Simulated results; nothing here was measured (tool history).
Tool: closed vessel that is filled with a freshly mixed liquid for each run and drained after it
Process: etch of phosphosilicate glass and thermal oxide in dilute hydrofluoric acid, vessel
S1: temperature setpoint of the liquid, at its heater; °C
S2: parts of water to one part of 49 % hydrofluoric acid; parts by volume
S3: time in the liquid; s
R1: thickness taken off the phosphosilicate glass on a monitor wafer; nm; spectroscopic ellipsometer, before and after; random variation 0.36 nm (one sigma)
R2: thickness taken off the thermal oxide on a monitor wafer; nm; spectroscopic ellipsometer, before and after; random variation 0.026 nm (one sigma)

| run | hour | S1 | S2 | S3 | R1 | R2 |
|---|---|---|---|---|---|---|
| 1 | 0.0 | 22.0 | 65 | 60 | 46.190 | 3.6262 |
| 2 | 7.9 | 20.5 | 65 | 60 | 43.433 | 3.3695 |
| 3 | 15.2 | 20.5 | 65 | 80 | 56.664 | 4.5600 |
| 4 | 17.1 | 19.0 | 65 | 80 | 54.193 | 4.2301 |
| 5 | 21.9 | 19.0 | 65 | 100 | 67.986 | 5.3108 |
| 6 | 30.3 | 18.5 | 75 | 100 | 55.902 | 4.3926 |

Forecast run 7:
| 7 | 36.9 | 18.0 | 80 | 100 | ? | ? |

R1: 50.633 nm
R2: 4.1358 nm
